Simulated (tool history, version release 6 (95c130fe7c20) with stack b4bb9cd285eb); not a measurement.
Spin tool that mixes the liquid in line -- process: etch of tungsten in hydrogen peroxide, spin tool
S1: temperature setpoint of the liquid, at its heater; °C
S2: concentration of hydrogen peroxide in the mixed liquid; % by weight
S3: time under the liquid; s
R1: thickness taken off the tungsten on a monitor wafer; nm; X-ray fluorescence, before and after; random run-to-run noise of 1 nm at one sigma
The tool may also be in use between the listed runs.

Run 1, hour 0.0: S1 48.0 °C, S2 18.5 % by weight, S3 50 s. Result: R1 111.20 nm.
Run 2, hour 1.7: S1 52.0 °C, S2 18.5 % by weight, S3 50 s. Result: R1 142.88 nm.
Run 3, hour 4.9: S1 54.5 °C, S2 18.5 % by weight, S3 50 s. Result: R1 166.85 nm.
Run 4, hour 11.4: S1 54.5 °C, S2 15.0 % by weight, S3 50 s. Result: R1 148.67 nm.
Run 5, hour 15.4: S1 54.5 °C, S2 15.0 % by weight, S3 55 s. Result: R1 164.10 nm.
Run 6, hour 20.6: S1 56.5 °C, S2 15.0 % by weight, S3 55 s. Result: R1 184.52 nm.
Run 7, hour 24.6: S1 58.0 °C, S2 15.0 % by weight, S3 55 s. Result: R1 203.03 nm.

Expected results for the next run?
Run 8, hour 25.1: S1 61.5 °C, S2 15.0 % by weight, S3 55 s. Result: R1 ?.

{"run 8": {"R1": 246.76}}
